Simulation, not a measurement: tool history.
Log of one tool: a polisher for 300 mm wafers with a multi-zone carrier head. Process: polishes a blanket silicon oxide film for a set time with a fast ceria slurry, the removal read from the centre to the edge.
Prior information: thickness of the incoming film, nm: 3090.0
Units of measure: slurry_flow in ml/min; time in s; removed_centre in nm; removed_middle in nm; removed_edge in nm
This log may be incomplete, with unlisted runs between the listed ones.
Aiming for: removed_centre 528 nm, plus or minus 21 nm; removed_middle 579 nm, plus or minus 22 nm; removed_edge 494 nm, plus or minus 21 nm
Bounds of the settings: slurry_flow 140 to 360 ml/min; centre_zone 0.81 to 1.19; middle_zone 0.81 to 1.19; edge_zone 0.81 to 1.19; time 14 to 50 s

run	hour	slurry_flow	centre_zone	middle_zone	edge_zone	time	removed_centre	removed_middle	removed_edge
1	0	230	1	1	1	32	606.2	608.39	605.15
2	4	230	1	1	1	26	489.14	503.71	492.47
3	10.3	240	1.01	1.02	0.99	26	489.04	509.35	497.37
4	18.9	235	1.03	1.05	0.97	26	508.43	518.25	489.31
5	27	240	1.03	1.07	0.97	26	506.86	518.72	494.11
6	32.5	240	1.03	1.09	0.94	26	512.02	527.82	471.46
7	33.1	245	1.03	1.11	0.94	26	517.18	545.85	480.46
8	40.5	250	1.03	1.12	0.94	26	512.85	561.84	475.22

Which of these 5 next moves meets every target?
A	47.9	255	0.93	1.16	0.98	27	?	?	?
B	47.9	300	1.08	1.19	0.84	26	?	?	?
C	47.9	250	0.98	1.15	0.98	25	?	?	?
D	47.9	295	1	1.1	0.91	27	?	?	?
E	47.9	250	0.96	1.09	0.99	27	?	?	?

move	removed_centre	removed_middle	removed_edge
A	471.06	590.01	505.42
B	537.89	590.85	459.27
C	458.57	540.82	467.21
D	515.62	572.62	494.49
E	484.87	557.87	507.46
A: meets the target for the result that was furthest off, but another lies outside its allowed miss
B: its largest miss is bigger than the last run's
C: its largest miss is bigger than the last run's
D: all results land within tolerance of their targets
E: meets the target for the result that was furthest off, but another lies outside its allowed miss
Move D is the one to make.
